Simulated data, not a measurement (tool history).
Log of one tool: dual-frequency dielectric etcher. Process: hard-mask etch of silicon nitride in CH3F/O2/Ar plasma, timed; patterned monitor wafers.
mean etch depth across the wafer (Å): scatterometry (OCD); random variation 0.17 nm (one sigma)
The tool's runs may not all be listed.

run  hour  source power (kW)  bias power (kW)  etch time (s)  mean etch depth across the wafer (Å)
  1   0.0              0.400            0.076          125.0                                840.22
  2   1.1              0.400            0.076          114.5                                769.92
  3   9.9              0.400            0.076          114.5                                769.96
  4  12.1              0.370            0.076          114.5                                750.02
  5  17.8              0.370            0.076          125.0                                817.61
  6  26.5              0.300            0.076          125.0                                772.60
  7  28.3              0.290            0.076          125.0                                762.75

Forecast run 8:
  8  30.8              0.280            0.076          125.0                                     ?

{"run 8": {"mean etch depth across the wafer (Å)": 756.69}}
